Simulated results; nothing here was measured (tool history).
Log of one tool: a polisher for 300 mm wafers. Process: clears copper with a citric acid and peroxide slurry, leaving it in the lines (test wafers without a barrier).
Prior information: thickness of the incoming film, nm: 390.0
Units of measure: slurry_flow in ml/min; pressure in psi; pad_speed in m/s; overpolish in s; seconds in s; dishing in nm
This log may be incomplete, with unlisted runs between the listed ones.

{"run": 1, "hour": 0.0, "slurry_flow": 280, "pressure": 3.4, "pad_speed": 1.4, "slurry_solids": 1, "overpolish": 26, "seconds": 138.29, "dishing": 53.412}
{"run": 2, "hour": 7.4, "slurry_flow": 280, "pressure": 3.4, "pad_speed": 1.16, "slurry_solids": 1, "overpolish": 26, "seconds": 162.4, "dishing": 44.412}
{"run": 3, "hour": 16.3, "slurry_flow": 280, "pressure": 3.4, "pad_speed": 1.16, "slurry_solids": 1, "overpolish": 18, "seconds": 166.94, "dishing": 31.231}
{"run": 4, "hour": 19.2, "slurry_flow": 240, "pressure": 3.4, "pad_speed": 1.16, "slurry_solids": 1, "overpolish": 18, "seconds": 169.22, "dishing": 33.417}
{"run": 5, "hour": 23.3, "slurry_flow": 240, "pressure": 3.4, "pad_speed": 1.16, "slurry_solids": 1, "overpolish": 11, "seconds": 166.55, "dishing": 20.964}
{"run": 6, "hour": 24.1, "slurry_flow": 240, "pressure": 3.3, "pad_speed": 1.14, "slurry_solids": 1, "overpolish": 15, "seconds": 174.02, "dishing": 26.011}
{"run": 7, "hour": 32.7, "slurry_flow": 240, "pressure": 3.2, "pad_speed": 1.14, "slurry_solids": 1, "overpolish": 18, "seconds": 178.03, "dishing": 29.895}

Estimate the outcome of run 8 from the log above:
{"run": 8, "hour": 40.1, "slurry_flow": 240, "pressure": 3.1, "pad_speed": 1.14, "slurry_solids": 1, "overpolish": 20, "seconds": "?", "dishing": "?"}

Run 8 came out at seconds 185.06 s, dishing 31.664 nm.
